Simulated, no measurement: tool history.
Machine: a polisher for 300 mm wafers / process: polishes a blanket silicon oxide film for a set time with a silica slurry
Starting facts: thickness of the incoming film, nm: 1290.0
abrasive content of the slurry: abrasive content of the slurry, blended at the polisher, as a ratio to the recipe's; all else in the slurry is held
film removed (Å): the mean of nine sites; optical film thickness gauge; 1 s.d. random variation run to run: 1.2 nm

| run | hour | flow of slurry (ml/min) | pressure of the wafer on the pad (psi) | speed of the pad under the wafer (m/s) | abrasive content of the slurry | polishing time (s) | film removed (Å) |
|---|---|---|---|---|---|---|---|
| 1 | 0 | 265 | 4.2 | 1.32 | 1 | 66 | 2077.4 |
| 2 | 5.9 | 265 | 4.2 | 1.32 | 0.85 | 66 | 1928.8 |
| 3 | 9.2 | 265 | 4 | 1.32 | 0.85 | 66 | 1829.5 |
| 4 | 12.4 | 295 | 4 | 1.32 | 0.85 | 66 | 1860.9 |
| 5 | 18.5 | 290 | 3.8 | 1.32 | 0.85 | 66 | 1760.4 |
| 6 | 24.9 | 290 | 4.7 | 1.32 | 0.85 | 66 | 2140.2 |

Run 7 comes next. What will it give?
| 7 | 29.9 | 280 | 3.5 | 1.3 | 0.85 | 66 | ? |

For run 7 the tool returned film removed (Å) 1606.6.
